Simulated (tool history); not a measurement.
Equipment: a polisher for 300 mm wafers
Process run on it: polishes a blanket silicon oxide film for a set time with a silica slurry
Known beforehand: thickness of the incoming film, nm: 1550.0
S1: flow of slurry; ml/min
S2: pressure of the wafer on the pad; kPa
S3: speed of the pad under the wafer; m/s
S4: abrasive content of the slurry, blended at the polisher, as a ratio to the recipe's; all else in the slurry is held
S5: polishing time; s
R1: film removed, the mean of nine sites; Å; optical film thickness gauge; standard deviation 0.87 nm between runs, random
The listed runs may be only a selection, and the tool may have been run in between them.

run 1 day=0.000 | S1=230 S2=31.0 S3=1.48 S4=1.0 S5=21 | R1=665.93
run 2 day=0.046 | S1=180 S2=31.0 S3=1.48 S4=1.0 S5=21 | R1=650.15
run 3 day=0.262 | S1=215 S2=31.0 S3=1.48 S4=1.0 S5=21 | R1=658.43
run 4 day=0.433 | S1=220 S2=33.8 S3=1.50 S4=1.0 S5=21 | R1=698.81
-- day=0.742 conditioning disc replaced and pad reconditioned
run 5 day=0.742 | S1=220 S2=33.8 S3=1.50 S4=1.0 S5=19 | R1=995.32
run 6 day=1.033 | S1=235 S2=33.8 S3=1.50 S4=1.0 S5=19 | R1=1012.00
run 7 day=1.379 | S1=245 S2=33.8 S3=1.50 S4=1.0 S5=19 | R1=1024.20
run 8 day=1.454 | S1=250 S2=33.8 S3=1.50 S4=1.0 S5=19 | R1=1019.60
run 9 day=1.733 | S1=260 S2=33.8 S3=1.50 S4=1.0 S5=19 | R1=1013.60
run 10 day=2.071 | S1=270 S2=33.8 S3=1.50 S4=1.0 S5=19 | R1=1021.40
run 11 day=2.279 | S1=280 S2=33.8 S3=1.50 S4=1.0 S5=19 | R1=1043.50
run 12 day=2.617 | S1=335 S2=38.6 S3=1.50 S4=1.0 S5=19 | R1=1145.60

What will run 13 give?
run 13 day=2.850 | S1=335 S2=39.3 S3=1.50 S4=1.0 S5=19 | R1=?

{"run 13": {"R1": 1156.4}}
